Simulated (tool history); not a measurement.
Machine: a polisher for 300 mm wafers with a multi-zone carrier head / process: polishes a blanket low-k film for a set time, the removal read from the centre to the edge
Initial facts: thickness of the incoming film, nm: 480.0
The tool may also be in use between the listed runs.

run  hour  flow of slurry (ml/min)  pressure of the head's centre zone  pressure of the head's middle zone  pressure of the head's edge zone  abrasive content of the slurry  polishing time (s)  film removed at the wafer's centre (angstrom)  film removed at mid-radius (angstrom)  film removed at the wafer's edge (angstrom)
  1     0                      120                                   1                                   1                                 1                               1                  69                                         359.75                                 361.71                                       376.82
  2   5.7                      120                                   1                                0.96                                 1                               1                  69                                         361.32                                 357.21                                       376.37
  3  11.1                      120                                0.99                                0.96                              1.02                               1                  69                                         356.43                                 348.65                                       386.28
  4  12.1                      120                                0.99                                0.96                              1.02                             1.2                  69                                         384.73                                 381.77                                       412.44
  5  16.4                      120                                0.98                                0.96                              1.03                             1.2                  69                                         381.39                                 375.66                                       418.27
  6  20.6                      120                                0.98                                0.96                              1.07                             1.2                  69                                         380.67                                 375.65                                       421.46
  7  23.4                      120                                0.97                                0.96                              1.08                             1.2                  69                                         372.64                                 376.88                                       425.35
  8    32                      120                                0.97                                0.96                              1.09                             1.2                  69                                         373.94                                 378.09                                       423.02
  9  33.5                      120                                0.96                                0.96                               1.1                             1.2                  69                                         377.08                                 372.31                                       422.95
     34.3  -- slurry nozzle cleaned
 10  34.3                      120                                0.96                                0.96                               1.1                             1.2                  69                                         422.73                                 426.46                                       468.55
 11  39.6                      115                                0.95                                0.96                              1.09                            1.25                  69                                         421.11                                 426.21                                       468.99
 12  41.2                      120                                0.94                                0.96                               1.1                            1.25                  69                                         428.04                                 425.89                                       467.01
 13  45.9                      115                                0.95                                0.96                              1.11                            1.25                  69                                         424.06                                 437.18                                       459.79
 14    53                      120                                0.94                                0.97                              1.11                             1.2                  69                                         414.05                                 429.27                                       462.96
 15  58.2                      130                                0.94                                0.97                              1.12                            1.15                  69                                          420.1                                 424.75                                        462.2
 16    65                      120                                0.94                                0.96                              1.13                            1.15                  69                                         408.13                                 426.36                                       451.93

Run 17 has not been measured yet. What should we expect?
 17  68.8                      115                                0.94                                0.94                              1.14                             1.2                  68                                              ?                                      ?                                            ?

{"run 17": {"film removed at the wafer's centre (angstrom)": 399.57, "film removed at mid-radius (angstrom)": 393.7, "film removed at the wafer's edge (angstrom)": 456.06}}

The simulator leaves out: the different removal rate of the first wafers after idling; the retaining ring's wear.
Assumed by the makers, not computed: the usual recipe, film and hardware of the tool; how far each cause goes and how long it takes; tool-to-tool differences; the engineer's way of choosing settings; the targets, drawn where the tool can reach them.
